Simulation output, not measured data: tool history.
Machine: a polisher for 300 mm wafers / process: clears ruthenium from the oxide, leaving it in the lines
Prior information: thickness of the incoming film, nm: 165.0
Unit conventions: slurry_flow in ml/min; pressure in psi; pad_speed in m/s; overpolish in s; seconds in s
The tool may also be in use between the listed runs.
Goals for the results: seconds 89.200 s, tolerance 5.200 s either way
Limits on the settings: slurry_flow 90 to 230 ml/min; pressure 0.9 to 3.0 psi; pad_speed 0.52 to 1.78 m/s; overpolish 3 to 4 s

run  hour  slurry_flow  pressure  pad_speed  overpolish  seconds
  1   0.0          150       1.9       1.14           4  138.050
  2   4.5          150       2.0       1.14           4  128.950
  3  10.2          150       2.0       1.14           3  125.220
  4  10.8          135       2.0       1.14           3  132.880
  5  12.9          135       2.0       1.14           3  134.300
  6  20.8          145       2.1       1.14           3  123.700
  7  21.5          150       2.2       1.14           3  116.470
  8  24.5          155       2.3       1.14           3  110.820
  9  31.3          160       2.4       1.14           3  111.460
 10  31.9          160       2.5       1.16           3   97.862

Below are 5 possible settings for the next run. Only one of them brings all results inside the allowed miss of their targets. Which is it?
  A  32.5          165       2.3       1.12           3        ?
  B  32.5          190       2.1       1.30           4        ?
  C  32.5          165       2.6       1.40           3        ?
  D  32.5          170       2.9       1.00           4        ?
  E  32.5          175       2.6       1.24           4        ?

move  seconds
   A  113.000
   B  104.750
   C   80.695
   D  100.090
   E   90.054
A: its largest miss is bigger than the last run's
B: its largest miss is bigger than the last run's
C: carries the result that was furthest off beyond its target, to the other side
D: its largest miss is bigger than the last run's
E: every result lands within tolerance
Move E is the one to make.
